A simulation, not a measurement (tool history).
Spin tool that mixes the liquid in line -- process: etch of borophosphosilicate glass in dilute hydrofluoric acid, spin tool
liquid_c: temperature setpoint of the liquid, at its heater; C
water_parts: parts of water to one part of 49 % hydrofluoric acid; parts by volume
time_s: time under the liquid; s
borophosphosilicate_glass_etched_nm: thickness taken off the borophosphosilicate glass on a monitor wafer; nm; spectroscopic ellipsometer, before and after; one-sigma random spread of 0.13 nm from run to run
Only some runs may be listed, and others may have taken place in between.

run	hour	liquid_c	water_parts	time_s	borophosphosilicate_glass_etched_nm
1	0.0	23.0	240	75	14.8520
2	9.0	25.5	240	75	16.3010
3	11.8	25.5	240	75	16.4170
4	14.7	25.5	300	75	12.3540
5	18.8	25.5	380	75	8.9862
6	23.4	26.5	350	75	10.4870
7	24.0	27.5	325	75	11.8400

Estimate the outcome of run 8 from the log above:
8	27.8	28.0	305	75	?

Run 8 gave borophosphosilicate_glass_etched_nm 12.9730 nm.
